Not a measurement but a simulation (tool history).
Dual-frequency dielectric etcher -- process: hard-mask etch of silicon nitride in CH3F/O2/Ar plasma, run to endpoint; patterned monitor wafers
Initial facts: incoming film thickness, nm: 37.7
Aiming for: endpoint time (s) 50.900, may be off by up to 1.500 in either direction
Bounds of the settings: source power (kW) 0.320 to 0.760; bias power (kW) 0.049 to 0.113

| run | hour | source power (kW) | bias power (kW) | endpoint time (s) |
|---|---|---|---|---|
| 1 | 0.0 | 0.540 | 0.081 | 44.755 |
| 2 | 3.4 | 0.620 | 0.081 | 41.181 |
| 3 | 10.2 | 0.580 | 0.079 | 42.653 |
| 4 | 12.1 | 0.580 | 0.069 | 45.049 |
| 5 | 18.0 | 0.560 | 0.068 | 46.252 |
| 6 | 23.3 | 0.560 | 0.078 | 43.684 |
| 7 | 29.2 | 0.530 | 0.077 | 45.536 |
| 8 | 34.0 | 0.510 | 0.076 | 46.639 |

Exercise: of the 5 proposed moves below, exactly one satisfies all targets within the stated allowed misses. Which move is it?
| A | 38.8 | 0.490 | 0.061 | ? |
| B | 38.8 | 0.590 | 0.078 | ? |
| C | 38.8 | 0.480 | 0.075 | ? |
| D | 38.8 | 0.540 | 0.068 | ? |
| E | 38.8 | 0.490 | 0.078 | ? |

| move | endpoint time (s) |
|---|---|
| A | 51.676 |
| B | 42.976 |
| C | 48.545 |
| D | 47.224 |
| E | 47.326 |
A: every result lands within tolerance
B: further off than the last run
C: nearer the targets than the last run, but a result is still out of spec
D: nearer the targets than the last run, but a result is still out of spec
E: nearer the targets than the last run, but a result is still out of spec
Move A is the one to make.

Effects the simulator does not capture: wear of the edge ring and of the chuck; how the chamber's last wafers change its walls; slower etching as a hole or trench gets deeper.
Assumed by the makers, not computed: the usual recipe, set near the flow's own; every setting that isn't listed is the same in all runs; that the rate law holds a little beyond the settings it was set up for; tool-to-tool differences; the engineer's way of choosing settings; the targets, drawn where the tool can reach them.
